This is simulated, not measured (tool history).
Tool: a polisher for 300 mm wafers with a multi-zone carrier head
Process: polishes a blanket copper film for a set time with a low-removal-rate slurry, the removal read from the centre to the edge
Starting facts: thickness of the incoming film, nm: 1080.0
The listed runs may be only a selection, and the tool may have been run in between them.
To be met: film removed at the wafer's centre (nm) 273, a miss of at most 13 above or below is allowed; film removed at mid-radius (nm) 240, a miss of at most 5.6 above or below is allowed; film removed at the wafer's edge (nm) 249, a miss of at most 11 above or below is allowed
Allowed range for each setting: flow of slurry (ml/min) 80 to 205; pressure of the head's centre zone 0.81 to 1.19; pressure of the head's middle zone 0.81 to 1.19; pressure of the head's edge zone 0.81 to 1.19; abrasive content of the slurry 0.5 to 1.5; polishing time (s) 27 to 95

run	hour	flow of slurry (ml/min)	pressure of the head's centre zone	pressure of the head's middle zone	pressure of the head's edge zone	abrasive content of the slurry	polishing time (s)	film removed at the wafer's centre (nm)	film removed at mid-radius (nm)	film removed at the wafer's edge (nm)
1	0	135	1	1	1	1	61	203.57	207.29	209.18
2	4.9	145	1.03	1	1.03	1.05	61	210.82	209.23	217.56
3	8.1	145	1.03	1	1.03	1.05	76	266.91	260.82	268.85
4	16.7	140	1.05	0.99	1.02	1.05	76	276.51	255.47	261.2
5	20.6	140	1.05	0.99	1.09	1.05	76	268.21	258.29	277.16
6	22.1	165	1.05	0.99	1.09	1.05	76	284.17	261.52	283.37
# hour 29: edge zone pressure recalibrated
7	29	155	1.06	0.98	1.07	1.05	76	277.69	257.88	260.38
8	36.8	150	1.07	0.97	1.09	1.05	76	279.61	256.25	268.37
9	45	150	1.07	0.97	1.09	1.05	76	280.73	255.58	259.1
10	45.6	150	1.07	0.95	1.1	1.05	76	281.55	253.06	264.18

Which single option among these 4 for the next run brings every result within its allowed miss of target? Just one does.
A	46.2	125	1.1	0.95	1.05	0.95	76	?	?	?
B	46.2	145	1.13	0.99	1.08	1.05	80	?	?	?
C	46.2	160	1.19	1.01	1	0.85	78	?	?	?
D	46.2	145	1.01	0.9	1.15	1.05	83	?	?	?

move	film removed at the wafer's centre (nm)	film removed at mid-radius (nm)	film removed at the wafer's edge (nm)
A	272.04	238.33	253.77
B	309.15	271.83	281.38
C	309.41	262.02	255.65
D	286.27	260.55	301.78
A: each result inside its tolerance
B: further off than the last run
C: further off than the last run
D: further off than the last run
Correct choice: A, which meets every target

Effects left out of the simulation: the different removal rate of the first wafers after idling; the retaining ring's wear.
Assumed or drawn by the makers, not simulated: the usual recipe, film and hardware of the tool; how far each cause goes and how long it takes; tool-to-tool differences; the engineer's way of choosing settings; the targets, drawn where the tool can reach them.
